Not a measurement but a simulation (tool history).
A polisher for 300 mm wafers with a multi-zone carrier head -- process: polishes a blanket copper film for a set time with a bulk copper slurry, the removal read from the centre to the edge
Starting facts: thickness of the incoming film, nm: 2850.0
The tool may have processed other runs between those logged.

run  hour  flow of slurry (ml/min)  pressure of the head's centre zone  pressure of the head's middle zone  pressure of the head's edge zone  abrasive content of the slurry  polishing time (s)  film removed at the wafer's centre (nm)  film removed at mid-radius (nm)  film removed at the wafer's edge (nm)
  1     0                      310                                   1                                   1                                 1                               1                  43                                    202.2                           208.18                                 211.35
  2   1.4                      310                                0.91                                   1                                 1                               1                  43                                   193.15                           204.44                                 209.19
  3   8.8                      310                                0.91                                   1                              0.91                               1                  43                                   191.38                           207.81                                 204.38
  4  15.4                      310                                0.91                                   1                              0.91                            0.85                  43                                   183.42                           201.19                                 199.74
  5  18.1                      305                                0.92                                0.97                               0.9                            0.75                  41                                   165.85                           180.03                                 183.15
  6  20.8                      305                                0.92                                0.97                              0.82                            0.75                  41                                   168.19                           175.86                                 177.87

Expected results for the next run?
  7  23.6                      300                                0.92                                0.95                              0.82                             0.7                  40                                        ?                                ?                                      ?

Logged for run 7: film removed at the wafer's centre (nm) 160.95, film removed at mid-radius (nm) 172.23, film removed at the wafer's edge (nm) 168.63.

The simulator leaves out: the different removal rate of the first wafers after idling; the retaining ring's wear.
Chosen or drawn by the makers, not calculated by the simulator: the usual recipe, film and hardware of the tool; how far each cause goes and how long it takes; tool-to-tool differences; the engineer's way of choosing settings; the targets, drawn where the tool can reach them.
